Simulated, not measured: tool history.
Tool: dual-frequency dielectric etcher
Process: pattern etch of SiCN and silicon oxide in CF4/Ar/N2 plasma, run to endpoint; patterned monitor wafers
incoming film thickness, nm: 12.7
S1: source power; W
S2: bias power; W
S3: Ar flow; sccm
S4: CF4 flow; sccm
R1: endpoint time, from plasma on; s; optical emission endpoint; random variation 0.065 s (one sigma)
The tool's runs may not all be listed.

run 1 hour=0.0 | S1=570 S2=52 S3=90 S4=70 | R1=14.589
run 2 hour=4.5 | S1=550 S2=51 S3=90 S4=70 | R1=15.229
run 3 hour=6.0 | S1=550 S2=51 S3=90 S4=75 | R1=15.035
run 4 hour=12.2 | S1=640 S2=51 S3=90 S4=75 | R1=12.974
run 5 hour=13.2 | S1=610 S2=51 S3=90 S4=75 | R1=13.627
run 6 hour=18.2 | S1=610 S2=51 S3=90 S4=63 | R1=13.974
run 7 hour=24.1 | S1=580 S2=51 S3=90 S4=63 | R1=14.661
run 8 hour=27.3 | S1=560 S2=51 S3=90 S4=63 | R1=15.170

Forecast run 9:
run 9 hour=31.7 | S1=560 S2=51 S3=90 S4=63 | R1=?

R1: 15.168 s

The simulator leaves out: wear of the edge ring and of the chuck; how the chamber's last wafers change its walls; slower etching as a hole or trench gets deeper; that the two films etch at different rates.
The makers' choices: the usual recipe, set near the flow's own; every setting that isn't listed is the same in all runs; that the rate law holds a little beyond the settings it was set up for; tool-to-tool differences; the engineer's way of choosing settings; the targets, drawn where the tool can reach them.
